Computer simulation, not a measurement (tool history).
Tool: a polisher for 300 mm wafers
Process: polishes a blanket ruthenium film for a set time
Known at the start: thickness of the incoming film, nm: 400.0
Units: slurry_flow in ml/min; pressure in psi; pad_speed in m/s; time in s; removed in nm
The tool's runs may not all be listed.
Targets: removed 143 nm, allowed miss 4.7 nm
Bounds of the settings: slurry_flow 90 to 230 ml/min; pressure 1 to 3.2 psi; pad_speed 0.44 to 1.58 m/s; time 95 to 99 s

run  hour  slurry_flow  pressure  pad_speed  time  removed
  1     0          150       2.1          1    95   98.387
  2   3.2          130       2.1          1    95   94.387
  3   8.9          130       2.1          1    99   98.264
  4  12.3          145       2.1          1    99   102.26
  5  18.9          170       2.1          1    99   104.83
  6  26.4          170       1.8          1    99   90.018
  7  28.1          175       2.1          1    99    105.8
  8  35.7          180       2.3          1    99   113.16

Which of these 5 next moves meets every target?
  A  43.3          185       2.6       1.32    99        ?
  B  43.3          190       2.8       1.16    99        ?
  C  43.3          230       2.4       1.26    99        ?
  D  43.3          160       2.2        0.9    95        ?
  E  43.3          180       2.8       1.16    99        ?

move  removed
   A   154.17
   B   152.29
   C   142.16
   D   95.451
   E   151.05
A: takes the result that was furthest off past its target
B: takes the result that was furthest off past its target
C: meets every target
D: further off than the last run
E: takes the result that was furthest off past its target
The right move is C.
